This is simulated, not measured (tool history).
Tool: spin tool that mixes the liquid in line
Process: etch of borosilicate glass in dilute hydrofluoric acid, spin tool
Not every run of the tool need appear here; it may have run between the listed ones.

| run | day | temperature setpoint of the liquid (C) | parts of water to one part of 49 % hydrofluoric acid (parts by volume) | time under the liquid (s) | thickness taken off the borosilicate glass on a monitor wafer (Å) |
|---|---|---|---|---|---|
| 1 | 0.000 | 21.0 | 255 | 105 | 134.79 |
| 2 | 0.312 | 23.5 | 255 | 105 | 148.60 |
| 3 | 0.488 | 23.5 | 255 | 110 | 154.52 |
| 4 | 0.788 | 22.5 | 270 | 110 | 137.85 |
| 5 | 1.050 | 24.5 | 270 | 110 | 149.63 |
| 6 | 1.242 | 24.5 | 270 | 105 | 142.16 |

What will run 7 give?
| 7 | 1.508 | 23.0 | 280 | 105 | ? |

Run 7 gave thickness taken off the borosilicate glass on a monitor wafer (Å) 130.27.
